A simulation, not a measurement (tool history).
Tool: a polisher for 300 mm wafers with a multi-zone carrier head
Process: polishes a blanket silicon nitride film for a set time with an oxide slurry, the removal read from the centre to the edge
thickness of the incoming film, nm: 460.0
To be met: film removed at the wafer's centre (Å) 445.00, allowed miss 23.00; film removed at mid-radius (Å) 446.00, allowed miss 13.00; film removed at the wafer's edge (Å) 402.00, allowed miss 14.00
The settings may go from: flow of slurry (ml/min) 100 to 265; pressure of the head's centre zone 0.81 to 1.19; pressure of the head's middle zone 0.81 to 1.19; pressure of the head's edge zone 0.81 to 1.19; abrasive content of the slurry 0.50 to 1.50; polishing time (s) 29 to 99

run,hour,flow of slurry (ml/min),pressure of the head's centre zone,pressure of the head's middle zone,pressure of the head's edge zone,abrasive content of the slurry,polishing time (s),film removed at the wafer's centre (Å),film removed at mid-radius (Å),film removed at the wafer's edge (Å)
1,0.0,170,1.00,1.00,1.00,1.00,64,345.48,343.92,350.27
2,8.5,180,1.03,1.03,1.01,1.05,64,379.42,364.53,365.32
3,17.1,190,1.03,1.06,1.02,1.05,64,385.48,375.31,363.56
4,19.2,195,1.03,1.08,1.04,1.10,64,395.80,386.87,371.03
5,20.0,200,1.03,1.10,1.05,1.15,64,398.37,403.13,387.41
6,28.1,205,1.04,1.12,1.05,1.15,64,396.38,412.09,387.20
7,33.5,210,1.06,1.13,1.05,1.15,64,409.17,412.34,386.12
8,35.8,215,1.07,1.14,1.05,1.15,64,430.08,413.70,389.02
9,39.5,220,1.07,1.15,1.05,1.15,64,422.75,415.79,381.40
10,44.3,220,1.07,1.16,1.05,1.15,64,410.19,418.79,388.70
11,44.9,225,1.08,1.17,1.04,1.15,64,424.71,426.57,388.72
12,53.8,230,1.08,1.17,1.04,1.15,64,433.38,435.23,389.68
13,59.8,235,1.08,1.17,1.05,1.15,64,429.42,422.60,388.73

Which of these 5 next moves meets every target?
A,65.8,240,1.14,1.06,1.06,1.15,67,?,?,?
B,65.8,205,1.08,1.01,1.05,0.85,75,?,?,?
C,65.8,260,1.07,1.01,1.19,1.10,64,?,?,?
D,65.8,265,1.05,1.04,1.09,1.10,67,?,?,?
E,65.8,265,1.09,1.19,1.08,1.10,66,?,?,?

move,film removed at the wafer's centre (Å),film removed at mid-radius (Å),film removed at the wafer's edge (Å)
A,467.80,418.50,413.94
B,424.13,387.28,397.91
C,415.95,382.03,415.19
D,428.36,409.97,416.00
E,438.58,448.42,407.16
A: further off than the last run
B: further off than the last run
C: further off than the last run
D: further off than the last run
E: meets every target
Move E is the one to make.

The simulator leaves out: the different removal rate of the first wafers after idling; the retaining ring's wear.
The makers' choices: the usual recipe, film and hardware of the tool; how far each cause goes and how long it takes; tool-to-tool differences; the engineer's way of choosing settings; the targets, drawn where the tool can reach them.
